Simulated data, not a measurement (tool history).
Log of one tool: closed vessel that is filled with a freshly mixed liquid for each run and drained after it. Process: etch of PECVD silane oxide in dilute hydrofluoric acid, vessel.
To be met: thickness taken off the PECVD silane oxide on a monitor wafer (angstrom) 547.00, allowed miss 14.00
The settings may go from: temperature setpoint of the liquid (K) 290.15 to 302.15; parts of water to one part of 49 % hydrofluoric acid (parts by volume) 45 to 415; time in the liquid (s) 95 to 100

| run | hour | temperature setpoint of the liquid (K) | parts of water to one part of 49 % hydrofluoric acid (parts by volume) | time in the liquid (s) | thickness taken off the PECVD silane oxide on a monitor wafer (angstrom) |
|---|---|---|---|---|---|
| 1 | 0.0 | 294.15 | 230 | 95 | 143.99 |
| 2 | 5.9 | 295.15 | 205 | 95 | 174.37 |
| 3 | 10.8 | 296.15 | 185 | 95 | 201.51 |
| 4 | 15.8 | 296.65 | 170 | 95 | 230.32 |
| 5 | 23.5 | 297.15 | 155 | 95 | 263.18 |
| 6 | 27.6 | 299.15 | 155 | 95 | 281.19 |
| 7 | 36.1 | 299.65 | 145 | 95 | 311.38 |
| 8 | 45.1 | 300.15 | 135 | 95 | 344.60 |
| 9 | 51.4 | 302.15 | 55 | 95 | 1023.40 |
| 10 | 60.7 | 300.65 | 55 | 95 | 959.27 |
| 11 | 68.4 | 299.65 | 60 | 95 | 844.58 |
| 12 | 71.4 | 298.65 | 65 | 95 | 743.87 |
| 13 | 73.2 | 297.65 | 65 | 95 | 706.49 |
| 14 | 78.7 | 296.65 | 65 | 95 | 691.39 |
| 15 | 85.8 | 296.15 | 65 | 95 | 676.39 |
| 16 | 94.8 | 295.65 | 65 | 95 | 654.95 |
| 17 | 102.6 | 295.15 | 65 | 95 | 635.95 |
| 18 | 107.3 | 294.65 | 65 | 95 | 629.48 |
| 19 | 110.3 | 290.65 | 70 | 95 | 485.45 |
| 20 | 118.3 | 291.15 | 70 | 95 | 502.81 |
| 21 | 125.3 | 292.15 | 70 | 95 | 524.79 |
| 22 | 131.5 | 292.65 | 70 | 95 | 528.84 |

4 next moves are on the table. One of them brings every result within its allowed miss. Which?
| A | 137.7 | 293.65 | 75 | 100 | ? |
| B | 137.7 | 290.15 | 60 | 100 | ? |
| C | 137.7 | 296.15 | 85 | 100 | ? |
| D | 137.7 | 292.65 | 65 | 95 | ? |

| move | thickness taken off the PECVD silane oxide on a monitor wafer (angstrom) |
|---|---|
| A | 541.27 |
| B | 593.33 |
| C | 522.82 |
| D | 575.67 |
A: meets every target
B: takes the result that was furthest off past its target
C: further off than the last run
D: takes the result that was furthest off past its target
The right move is A.
